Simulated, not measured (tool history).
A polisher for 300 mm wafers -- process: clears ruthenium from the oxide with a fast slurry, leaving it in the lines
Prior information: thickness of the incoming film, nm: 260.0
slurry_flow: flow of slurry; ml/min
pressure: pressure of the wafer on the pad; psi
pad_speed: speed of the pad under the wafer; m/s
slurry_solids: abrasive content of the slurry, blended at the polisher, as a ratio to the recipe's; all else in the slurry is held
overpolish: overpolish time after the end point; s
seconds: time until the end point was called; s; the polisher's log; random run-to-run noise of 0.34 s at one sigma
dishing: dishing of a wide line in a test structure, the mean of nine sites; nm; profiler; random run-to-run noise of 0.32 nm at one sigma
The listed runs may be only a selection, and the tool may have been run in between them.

run	day	slurry_flow	pressure	pad_speed	slurry_solids	overpolish	seconds	dishing
1	0.000	220	3.2	1.24	1.00	10	40.328	53.643
2	0.125	225	3.2	1.24	1.00	8	39.953	42.690
3	0.221	260	3.2	1.24	1.00	6	40.394	34.259
4	0.462	285	3.3	1.24	1.00	5	38.758	29.164
5	0.512	305	3.6	1.16	1.00	4	37.394	25.340
6	0.683	305	3.6	1.16	1.00	6	37.160	36.288
7	1.042	250	3.8	1.18	0.95	5	36.502	31.451

Forecast run 8:
8	1.108	190	4.7	1.10	0.70	3	?	?

seconds: 37.962 s
dishing: 18.694 nm

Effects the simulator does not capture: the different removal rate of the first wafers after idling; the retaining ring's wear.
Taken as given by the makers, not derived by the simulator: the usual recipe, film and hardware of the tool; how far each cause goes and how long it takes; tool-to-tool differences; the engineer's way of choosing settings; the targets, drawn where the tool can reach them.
